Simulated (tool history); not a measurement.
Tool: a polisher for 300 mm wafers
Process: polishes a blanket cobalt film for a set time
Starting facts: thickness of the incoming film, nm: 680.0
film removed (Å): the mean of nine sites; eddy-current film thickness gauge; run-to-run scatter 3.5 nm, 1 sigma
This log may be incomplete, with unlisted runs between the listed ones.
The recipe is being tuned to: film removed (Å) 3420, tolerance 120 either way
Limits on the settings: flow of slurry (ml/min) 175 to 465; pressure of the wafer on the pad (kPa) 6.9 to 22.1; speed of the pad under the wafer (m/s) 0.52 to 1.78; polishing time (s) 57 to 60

run  hour  flow of slurry (ml/min)  pressure of the wafer on the pad (kPa)  speed of the pad under the wafer (m/s)  polishing time (s)  film removed (Å)
  1     0                      295                                    14.5                                    1.14                  57            4108.9
  2   7.4                      295                                    14.5                                    1.14                  60            4272.7
  3  12.6                      295                                    14.5                                    1.14                  57            4140.5
  4  21.1                      295                                    14.5                                    1.28                  57            4588.5
  5  26.6                      295                                    16.5                                    1.28                  57            5109.4
  6  28.9                      355                                    16.5                                    1.28                  57            5171.1
  7  33.9                      355                                    14.5                                    1.28                  57            4620.3
  8  38.1                      355                                    13.1                                    1.28                  57            4188.3
  9  41.8                      355                                    12.4                                    1.28                  57            3943.9
 10  49.1                      355                                    11.7                                    1.28                  57            3771.5
 11  55.8                      355                                      11                                    1.28                  57            3549.5

Exercise: of the 5 proposed moves below, exactly one satisfies all targets within the stated allowed misses. Which move is it?
  A  62.5                      350                                      11                                    1.26                  60                 ?
  B  62.5                      350                                    10.3                                    1.32                  60                 ?
  C  62.5                      375                                    11.7                                     1.2                  60                 ?
  D  62.5                      380                                    10.3                                    1.32                  57                 ?
  E  62.5                      290                                      11                                    1.28                  60                 ?

move  film removed (Å)
   A            3703.9
   B            3650.9
   C            3753.2
   D            3486.2
   E            3713.5
A: lands further from the targets than the last run did
B: lands further from the targets than the last run did
C: lands further from the targets than the last run did
D: all results in spec
E: lands further from the targets than the last run did
Answer: D
